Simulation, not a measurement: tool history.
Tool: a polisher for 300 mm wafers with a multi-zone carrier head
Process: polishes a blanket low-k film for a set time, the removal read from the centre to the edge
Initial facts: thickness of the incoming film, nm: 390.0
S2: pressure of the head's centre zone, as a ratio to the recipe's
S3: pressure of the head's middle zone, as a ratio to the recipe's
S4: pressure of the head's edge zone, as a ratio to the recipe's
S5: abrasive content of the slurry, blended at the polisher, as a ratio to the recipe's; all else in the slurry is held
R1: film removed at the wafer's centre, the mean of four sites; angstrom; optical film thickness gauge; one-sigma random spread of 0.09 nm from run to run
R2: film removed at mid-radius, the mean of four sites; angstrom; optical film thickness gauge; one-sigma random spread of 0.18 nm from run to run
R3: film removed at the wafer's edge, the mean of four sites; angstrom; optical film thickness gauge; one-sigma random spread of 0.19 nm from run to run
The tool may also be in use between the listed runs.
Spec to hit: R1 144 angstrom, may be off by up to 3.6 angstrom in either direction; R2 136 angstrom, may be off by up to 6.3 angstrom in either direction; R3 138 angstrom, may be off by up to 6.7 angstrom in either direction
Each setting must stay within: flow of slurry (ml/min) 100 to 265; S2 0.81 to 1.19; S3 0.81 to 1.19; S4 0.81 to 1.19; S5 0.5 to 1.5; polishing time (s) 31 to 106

Run 1, hour 0: flow of slurry (ml/min) 170, S2 1, S3 1, S4 1, S5 1, polishing time (s) 68. Result: R1 180.81 angstrom, R2 173.8 angstrom, R3 179.92 angstrom.
Run 2, hour 0.7: flow of slurry (ml/min) 170, S2 1, S3 1, S4 1, S5 1, polishing time (s) 51. Result: R1 133.92 angstrom, R2 132.85 angstrom, R3 131.63 angstrom.
Run 3, hour 4.7: flow of slurry (ml/min) 175, S2 1, S3 1, S4 1, S5 1, polishing time (s) 51. Result: R1 134.17 angstrom, R2 133.61 angstrom, R3 132.68 angstrom.
Run 4, hour 7.5: flow of slurry (ml/min) 175, S2 1, S3 1, S4 1, S5 1, polishing time (s) 68. Result: R1 180.04 angstrom, R2 178.77 angstrom, R3 179.16 angstrom.
Run 5, hour 14.2: flow of slurry (ml/min) 175, S2 1, S3 0.99, S4 0.98, S5 0.95, polishing time (s) 68. Result: R1 173.01 angstrom, R2 169.51 angstrom, R3 169.33 angstrom.
Run 6, hour 19.5: flow of slurry (ml/min) 160, S2 1, S3 0.99, S4 0.98, S5 0.95, polishing time (s) 68. Result: R1 173.68 angstrom, R2 170.03 angstrom, R3 171.59 angstrom.
At hour 27.4: worn pad replaced by a new one.
Run 7, hour 27.4: flow of slurry (ml/min) 160, S2 1, S3 0.98, S4 0.97, S5 0.9, polishing time (s) 68. Result: R1 186.37 angstrom, R2 180.8 angstrom, R3 181.74 angstrom.
Run 8, hour 35.7: flow of slurry (ml/min) 160, S2 1.1, S3 1.08, S4 1.07, S5 1.15, polishing time (s) 54. Result: R1 179.3 angstrom, R2 174.19 angstrom, R3 173.07 angstrom.
Run 9, hour 37.7: flow of slurry (ml/min) 160, S2 1.08, S3 1.06, S4 1.05, S5 1.15, polishing time (s) 54. Result: R1 174.03 angstrom, R2 174.64 angstrom, R3 173.38 angstrom.
Run 10, hour 42.9: flow of slurry (ml/min) 165, S2 1.07, S3 1.04, S4 1.04, S5 1.15, polishing time (s) 54. Result: R1 175.81 angstrom, R2 167.02 angstrom, R3 170.72 angstrom.
Run 11, hour 47.9: flow of slurry (ml/min) 170, S2 1.06, S3 1.03, S4 1.03, S5 1.15, polishing time (s) 54. Result: R1 173.6 angstrom, R2 173.1 angstrom, R3 166.43 angstrom.
Run 12, hour 50.5: flow of slurry (ml/min) 175, S2 1.05, S3 1.01, S4 1.03, S5 1.15, polishing time (s) 54. Result: R1 175.95 angstrom, R2 170.68 angstrom, R3 170.96 angstrom.

5 next moves are on the table. One of them brings every result within its allowed miss. Which?
Run A, hour 53.1: flow of slurry (ml/min) 195, S2 1.19, S3 0.81, S4 1.12, S5 1.4, polishing time (s) 63. Result: R1 ?, R2 ?, R3 ?.
Run B, hour 53.1: flow of slurry (ml/min) 175, S2 1.02, S3 1.09, S4 1, S5 1.1, polishing time (s) 47. Result: R1 ?, R2 ?, R3 ?.
Run C, hour 53.1: flow of slurry (ml/min) 200, S2 1.09, S3 1.02, S4 1.07, S5 0.95, polishing time (s) 47. Result: R1 ?, R2 ?, R3 ?.
Run D, hour 53.1: flow of slurry (ml/min) 115, S2 0.84, S3 0.98, S4 1.19, S5 1.25, polishing time (s) 43. Result: R1 ?, R2 ?, R3 ?.
Run E, hour 53.1: flow of slurry (ml/min) 100, S2 0.81, S3 1.06, S4 1.15, S5 1.45, polishing time (s) 67. Result: R1 ?, R2 ?, R3 ?.

move      R1      R2      R3
   A  243.62  186.69  229.34
   B  146.74  150.92  142.84
   C  142.57  134.44  137.53
   D   122.1  130.27  147.12
   E  195.69  225.19  237.26
A: the biggest miss grows against the last run
B: puts the biggest miss on target and leaves a different result outside tolerance
C: all results in spec
D: takes the result that was furthest off past its target
E: the biggest miss grows against the last run
So the answer is move C, the one that meets all the targets.
